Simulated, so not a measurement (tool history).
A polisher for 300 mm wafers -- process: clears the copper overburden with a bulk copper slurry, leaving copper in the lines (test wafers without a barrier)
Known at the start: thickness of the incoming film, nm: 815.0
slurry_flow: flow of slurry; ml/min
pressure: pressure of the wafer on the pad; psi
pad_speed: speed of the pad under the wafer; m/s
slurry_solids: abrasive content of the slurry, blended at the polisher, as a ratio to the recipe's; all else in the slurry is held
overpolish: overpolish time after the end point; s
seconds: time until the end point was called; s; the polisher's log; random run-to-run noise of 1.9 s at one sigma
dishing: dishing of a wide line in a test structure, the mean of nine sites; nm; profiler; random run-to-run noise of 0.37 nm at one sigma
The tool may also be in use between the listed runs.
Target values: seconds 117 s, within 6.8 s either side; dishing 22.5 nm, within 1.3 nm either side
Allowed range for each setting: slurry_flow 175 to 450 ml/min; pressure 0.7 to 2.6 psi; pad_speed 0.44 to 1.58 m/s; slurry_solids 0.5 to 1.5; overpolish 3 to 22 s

Run 1, hour 0: slurry_flow 290 ml/min, pressure 1.6 psi, pad_speed 1 m/s, slurry_solids 1, overpolish 11 s. Result: seconds 157.76 s, dishing 28.931 nm.
Run 2, hour 2.7: slurry_flow 290 ml/min, pressure 1.7 psi, pad_speed 1 m/s, slurry_solids 1, overpolish 10 s. Result: seconds 145.24 s, dishing 27.641 nm.
Run 3, hour 10.2: slurry_flow 340 ml/min, pressure 1.7 psi, pad_speed 1 m/s, slurry_solids 1, overpolish 10 s. Result: seconds 148.8 s, dishing 28.511 nm.
Run 4, hour 17.8: slurry_flow 340 ml/min, pressure 1.7 psi, pad_speed 1.22 m/s, slurry_solids 1, overpolish 10 s. Result: seconds 122.36 s, dishing 31.295 nm.
Run 5, hour 18.5: slurry_flow 340 ml/min, pressure 1.7 psi, pad_speed 1.24 m/s, slurry_solids 1, overpolish 9 s. Result: seconds 121.68 s, dishing 30.751 nm.
Run 6, hour 27.5: slurry_flow 340 ml/min, pressure 1.7 psi, pad_speed 1.24 m/s, slurry_solids 1, overpolish 8 s. Result: seconds 121.58 s, dishing 27.368 nm.
Run 7, hour 36.1: slurry_flow 340 ml/min, pressure 1.7 psi, pad_speed 1.24 m/s, slurry_solids 1, overpolish 8 s. Result: seconds 121.03 s, dishing 26.993 nm.
Run 8, hour 42.3: slurry_flow 340 ml/min, pressure 1.7 psi, pad_speed 1.26 m/s, slurry_solids 1, overpolish 7 s. Result: seconds 122.58 s, dishing 24.543 nm.

Next run, 4 choices. One meets every target within its allowed miss, the rest don't. Which?
Run A, hour 48.5: slurry_flow 360 ml/min, pressure 2.2 psi, pad_speed 1.22 m/s, slurry_solids 0.75, overpolish 6 s. Result: seconds ?, dishing ?.
Run B, hour 48.5: slurry_flow 315 ml/min, pressure 1.6 psi, pad_speed 1.4 m/s, slurry_solids 0.95, overpolish 6 s. Result: seconds ?, dishing ?.
Run C, hour 48.5: slurry_flow 350 ml/min, pressure 1.7 psi, pad_speed 1.2 m/s, slurry_solids 0.85, overpolish 8 s. Result: seconds ?, dishing ?.
Run D, hour 48.5: slurry_flow 250 ml/min, pressure 2 psi, pad_speed 0.98 m/s, slurry_solids 0.85, overpolish 9 s. Result: seconds ?, dishing ?.

move  seconds  dishing
   A    99.38   26.087
   B   116.25   22.473
   C   127.06   26.458
   D   131.53   28.604
A: its largest miss is bigger than the last run's
B: all results land within tolerance of their targets
C: its largest miss is bigger than the last run's
D: its largest miss is bigger than the last run's
The right move is B.

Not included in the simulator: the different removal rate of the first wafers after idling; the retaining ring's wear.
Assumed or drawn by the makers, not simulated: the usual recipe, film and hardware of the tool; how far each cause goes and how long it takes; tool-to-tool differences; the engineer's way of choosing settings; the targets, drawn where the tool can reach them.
